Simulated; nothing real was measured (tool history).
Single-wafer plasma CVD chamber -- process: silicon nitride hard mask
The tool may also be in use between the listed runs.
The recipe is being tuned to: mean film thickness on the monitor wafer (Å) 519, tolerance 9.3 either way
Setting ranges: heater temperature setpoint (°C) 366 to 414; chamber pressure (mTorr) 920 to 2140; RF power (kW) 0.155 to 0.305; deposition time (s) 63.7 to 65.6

run  hour  heater temperature setpoint (°C)  chamber pressure (mTorr)  RF power (kW)  deposition time (s)  mean film thickness on the monitor wafer (Å)
  1     0                               390                      1530           0.23                 63.7                                        624.01
  2     3                               401                      1530           0.23                 63.7                                        622.92
  3    11                               401                      1380           0.22                 63.7                                        580.04
  4    18                               392                      1380           0.22                 63.7                                        581.91
  5  25.9                               392                      1380           0.22                 65.6                                        601.73
  6  31.2                               392                      1260          0.215                 65.6                                        565.68
  7  31.7                               392                      1180          0.215                 65.6                                        552.63
  8  33.3                               392                      1120          0.215                 65.6                                        542.79
  9  34.6                               392                      1080          0.215                 65.6                                        530.22

4 next moves are on the table. One of them brings every result within its allowed miss. Which?
  A  35.9                               394                      1070          0.235                 63.7                                             ?
  B  35.9                               383                      1040          0.235                 63.7                                             ?
  C  35.9                               384                       920           0.22                 65.6                                             ?
  D  35.9                               397                      1110          0.205                 65.6                                             ?

move  mean film thickness on the monitor wafer (Å)
   A                                        551.68
   B                                        547.61
   C                                        501.31
   D                                        514.41
A: further off than the last run
B: further off than the last run
C: moves the result that the last run missed by most past its target, out the other side
D: every result within its allowed miss
Correct choice: D, which meets every target
